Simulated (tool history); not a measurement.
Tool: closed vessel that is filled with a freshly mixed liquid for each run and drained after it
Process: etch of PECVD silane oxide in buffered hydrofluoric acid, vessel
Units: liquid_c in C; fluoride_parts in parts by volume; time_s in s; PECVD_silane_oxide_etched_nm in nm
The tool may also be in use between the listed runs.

run    day  liquid_c  fluoride_parts  time_s  PECVD_silane_oxide_etched_nm
  1      0        21              10     105                        146.66
  2   0.05      17.5              10     105                         121.5
  3  0.171      17.5              10     110                        125.46
  4  0.312      17.5              11     110                        113.84
  5  0.542      17.5              11     105                        110.71
  6  0.908      17.5            11.5     105                        104.88
  7  1.217      17.5              12     105                         102.7
  8  1.417      17.5            12.5     105                         97.99

Forecast run 9:
  9  1.788      17.5              13     105                             ?

PECVD_silane_oxide_etched_nm: 92.643 nm
